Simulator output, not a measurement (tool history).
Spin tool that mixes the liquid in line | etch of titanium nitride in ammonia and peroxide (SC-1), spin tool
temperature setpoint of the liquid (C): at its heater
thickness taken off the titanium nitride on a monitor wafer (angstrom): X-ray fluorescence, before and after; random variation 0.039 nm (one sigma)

run,hour,temperature setpoint of the liquid (C),parts of water to one part of 30 % peroxide (parts by volume),parts of 29 % ammonia solution to one part of 30 % peroxide (parts by volume),time under the liquid (s),thickness taken off the titanium nitride on a monitor wafer (angstrom)
1,0.0,60.0,27.0,0.95,290,206.30
2,8.6,60.0,27.0,0.80,290,199.05
3,15.3,60.0,27.0,1.10,290,208.65
4,17.6,60.0,27.0,0.85,290,200.74
5,24.7,65.5,27.0,0.85,290,285.06
6,27.6,65.5,27.0,0.70,290,273.92
# hour 34.8: thermometer replaced
7,34.8,59.0,27.0,0.70,290,156.18
8,43.3,56.0,27.0,0.70,290,126.87
9,44.0,56.0,27.0,0.70,290,126.70

The next listed run, before its measurement:
10,45.1,54.0,27.0,0.70,290,?

{"run 10": {"thickness taken off the titanium nitride on a monitor wafer (angstrom)": 111.24}}
